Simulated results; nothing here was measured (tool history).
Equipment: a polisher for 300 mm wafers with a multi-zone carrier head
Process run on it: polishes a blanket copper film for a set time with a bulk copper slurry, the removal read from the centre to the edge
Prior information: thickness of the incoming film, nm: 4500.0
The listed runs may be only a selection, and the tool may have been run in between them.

run,day,flow of slurry (ml/min),pressure of the head's centre zone,pressure of the head's middle zone,pressure of the head's edge zone,abrasive content of the slurry,polishing time (s),film removed at the wafer's centre (angstrom),film removed at mid-radius (angstrom),film removed at the wafer's edge (angstrom)
1,0,175,1,1,1,1,88,4462,4588.4,4549.5
2,0.029,190,1.03,1.05,1,1.15,91,4929.8,5114.5,4929.5
3,0.304,190,1.1,1.05,1,1.15,91,5243.6,5206.5,4947.9
4,0.667,190,1.1,1.05,1,1.15,78,4478.1,4402.5,4213.8
5,0.833,190,1.1,1.05,1.06,1.15,78,4523.1,4400.3,4344.9
6,0.925,190,1.1,0.99,1.06,1.15,78,4545,4151.5,4356.4
7,1.046,190,1.1,0.99,1.06,1.15,78,4493,4119.2,4256.3

Predict the results of run 8:
8,1.154,240,1.11,1.09,1.02,1.4,103,?,?,?

Run 8 measured film removed at the wafer's centre (angstrom) 6490.4, film removed at mid-radius (angstrom) 6457.2, film removed at the wafer's edge (angstrom) 5931.

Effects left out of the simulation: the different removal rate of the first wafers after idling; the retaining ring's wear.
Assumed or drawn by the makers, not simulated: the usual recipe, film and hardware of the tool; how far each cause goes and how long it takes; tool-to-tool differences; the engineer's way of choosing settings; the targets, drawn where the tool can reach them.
